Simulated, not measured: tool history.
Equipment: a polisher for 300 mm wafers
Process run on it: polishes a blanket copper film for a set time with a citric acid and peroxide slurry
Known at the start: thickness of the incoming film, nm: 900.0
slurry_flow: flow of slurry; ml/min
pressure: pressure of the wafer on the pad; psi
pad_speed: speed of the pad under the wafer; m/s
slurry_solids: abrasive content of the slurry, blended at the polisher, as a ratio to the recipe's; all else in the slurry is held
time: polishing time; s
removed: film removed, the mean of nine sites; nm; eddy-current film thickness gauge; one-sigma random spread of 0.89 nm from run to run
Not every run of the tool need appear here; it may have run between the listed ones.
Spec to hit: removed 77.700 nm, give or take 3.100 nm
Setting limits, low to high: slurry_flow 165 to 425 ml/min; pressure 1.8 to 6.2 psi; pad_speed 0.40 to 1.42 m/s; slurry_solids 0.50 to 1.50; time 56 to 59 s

Run 1, day 0.000: slurry_flow 275 ml/min, pressure 4.0 psi, pad_speed 0.90 m/s, slurry_solids 1.00, time 56 s. Result: removed 187.880 nm.
Run 2, day 0.312: slurry_flow 340 ml/min, pressure 4.0 psi, pad_speed 0.90 m/s, slurry_solids 1.00, time 56 s. Result: removed 197.460 nm.
Run 3, day 0.417: slurry_flow 340 ml/min, pressure 4.0 psi, pad_speed 0.90 m/s, slurry_solids 1.00, time 56 s. Result: removed 195.840 nm.
Run 4, day 0.458: slurry_flow 330 ml/min, pressure 3.3 psi, pad_speed 0.80 m/s, slurry_solids 1.00, time 56 s. Result: removed 147.670 nm.
Run 5, day 0.546: slurry_flow 330 ml/min, pressure 3.3 psi, pad_speed 0.80 m/s, slurry_solids 1.10, time 56 s. Result: removed 150.800 nm.
Run 6, day 0.638: slurry_flow 330 ml/min, pressure 3.3 psi, pad_speed 0.80 m/s, slurry_solids 0.95, time 56 s. Result: removed 145.800 nm.
Run 7, day 0.867: slurry_flow 320 ml/min, pressure 2.8 psi, pad_speed 0.72 m/s, slurry_solids 0.95, time 56 s. Result: removed 112.120 nm.
Run 8, day 0.938: slurry_flow 305 ml/min, pressure 2.5 psi, pad_speed 0.70 m/s, slurry_solids 0.95, time 56 s. Result: removed 99.455 nm.
Run 9, day 1.283: slurry_flow 285 ml/min, pressure 1.8 psi, pad_speed 0.64 m/s, slurry_solids 0.95, time 56 s. Result: removed 68.316 nm.
Run 10, day 1.583: slurry_flow 285 ml/min, pressure 1.8 psi, pad_speed 0.64 m/s, slurry_solids 0.95, time 56 s. Result: removed 67.557 nm.
Run 11, day 1.754: slurry_flow 305 ml/min, pressure 1.8 psi, pad_speed 0.64 m/s, slurry_solids 0.95, time 56 s. Result: removed 68.675 nm.
Run 12, day 2.079: slurry_flow 310 ml/min, pressure 1.9 psi, pad_speed 0.64 m/s, slurry_solids 0.95, time 56 s. Result: removed 72.609 nm.
Run 13, day 2.288: slurry_flow 320 ml/min, pressure 1.9 psi, pad_speed 0.64 m/s, slurry_solids 0.95, time 56 s. Result: removed 72.698 nm.
Run 14, day 2.462: slurry_flow 320 ml/min, pressure 1.9 psi, pad_speed 0.64 m/s, slurry_solids 0.95, time 56 s. Result: removed 72.779 nm.
At day 2.729: head pressure recalibrated.
Run 15, day 2.729: slurry_flow 325 ml/min, pressure 1.9 psi, pad_speed 0.64 m/s, slurry_solids 0.95, time 56 s. Result: removed 67.260 nm.
Run 16, day 3.050: slurry_flow 305 ml/min, pressure 1.9 psi, pad_speed 0.64 m/s, slurry_solids 0.95, time 56 s. Result: removed 68.749 nm.
Run 17, day 3.138: slurry_flow 310 ml/min, pressure 2.0 psi, pad_speed 0.64 m/s, slurry_solids 0.95, time 56 s. Result: removed 71.265 nm.

Consider the 4 candidate settings below. Which is the only one whose results all fall within their allowed miss of target?
Run A, day 3.225: slurry_flow 250 ml/min, pressure 2.2 psi, pad_speed 0.50 m/s, slurry_solids 1.40, time 56 s. Result: removed ?.
Run B, day 3.225: slurry_flow 310 ml/min, pressure 2.3 psi, pad_speed 0.64 m/s, slurry_solids 0.95, time 59 s. Result: removed ?.
Run C, day 3.225: slurry_flow 295 ml/min, pressure 2.1 psi, pad_speed 0.68 m/s, slurry_solids 0.75, time 58 s. Result: removed ?.
Run D, day 3.225: slurry_flow 340 ml/min, pressure 2.4 psi, pad_speed 0.62 m/s, slurry_solids 1.00, time 59 s. Result: removed ?.

move  removed
   A   68.943
   B   84.815
   C   75.902
   D   87.901
A: moves away from the targets compared with the last run
B: the result that was furthest off in the last run now lies on the other side of its target
C: every result within its allowed miss
D: the result that was furthest off in the last run now lies on the other side of its target
So the answer is move C, the one that meets all the targets.
